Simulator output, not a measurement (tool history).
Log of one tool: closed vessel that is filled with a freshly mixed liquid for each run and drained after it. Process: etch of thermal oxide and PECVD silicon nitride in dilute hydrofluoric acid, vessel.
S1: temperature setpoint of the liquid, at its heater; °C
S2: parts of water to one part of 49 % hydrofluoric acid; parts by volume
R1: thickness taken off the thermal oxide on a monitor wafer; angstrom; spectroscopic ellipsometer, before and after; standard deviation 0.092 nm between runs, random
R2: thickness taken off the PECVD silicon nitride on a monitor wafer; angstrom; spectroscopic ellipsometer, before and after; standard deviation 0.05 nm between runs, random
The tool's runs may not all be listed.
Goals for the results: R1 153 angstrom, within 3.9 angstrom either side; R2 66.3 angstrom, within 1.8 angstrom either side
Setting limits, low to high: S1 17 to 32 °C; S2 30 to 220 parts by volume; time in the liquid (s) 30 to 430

{"run": 1, "hour": 0.0, "S1": 24, "S2": 125, "time in the liquid (s)": 220, "R1": 81.631, "R2": 38.561}
{"run": 2, "hour": 4.6, "S1": 24, "S2": 105, "time in the liquid (s)": 215, "R1": 97.243, "R2": 44.017}
{"run": 3, "hour": 6.1, "S1": 27, "S2": 105, "time in the liquid (s)": 215, "R1": 108.73, "R2": 54.177}
{"run": 4, "hour": 7.0, "S1": 26.5, "S2": 90, "time in the liquid (s)": 210, "R1": 124.27, "R2": 58.712}
{"run": 5, "hour": 10.0, "S1": 26.5, "S2": 90, "time in the liquid (s)": 295, "R1": 176.07, "R2": 83.047}
{"run": 6, "hour": 14.7, "S1": 25.5, "S2": 90, "time in the liquid (s)": 295, "R1": 167.92, "R2": 77.516}
{"run": 7, "hour": 15.4, "S1": 25, "S2": 90, "time in the liquid (s)": 295, "R1": 164.13, "R2": 75.988}
{"run": 8, "hour": 16.8, "S1": 24.5, "S2": 90, "time in the liquid (s)": 295, "R1": 161.61, "R2": 73.442}
{"run": 9, "hour": 20.0, "S1": 24, "S2": 90, "time in the liquid (s)": 295, "R1": 160.39, "R2": 71.066}

Which single option among these 5 for the next run brings every result within its allowed miss of target? Just one does.
{"run": "A", "hour": 23.2, "S1": 23, "S2": 90, "time in the liquid (s)": 295, "R1": "?", "R2": "?"}
{"run": "B", "hour": 23.2, "S1": 25, "S2": 95, "time in the liquid (s)": 320, "R1": "?", "R2": "?"}
{"run": "C", "hour": 23.2, "S1": 28, "S2": 100, "time in the liquid (s)": 270, "R1": "?", "R2": "?"}
{"run": "D", "hour": 23.2, "S1": 27, "S2": 145, "time in the liquid (s)": 430, "R1": "?", "R2": "?"}
{"run": "E", "hour": 23.2, "S1": 27, "S2": 95, "time in the liquid (s)": 270, "R1": "?", "R2": "?"}

move=A R1=153.89 R2=65.854
move=B R1=170.2 R2=77.299
move=C R1=152.27 R2=75.243
move=D R1=151.98 R2=77.552
move=E R1=155.27 R2=74.274
A: hits every target within its allowed miss
B: further off than the last run
C: further off than the last run
D: further off than the last run
E: further off than the last run
Go with A: it meets all targets.
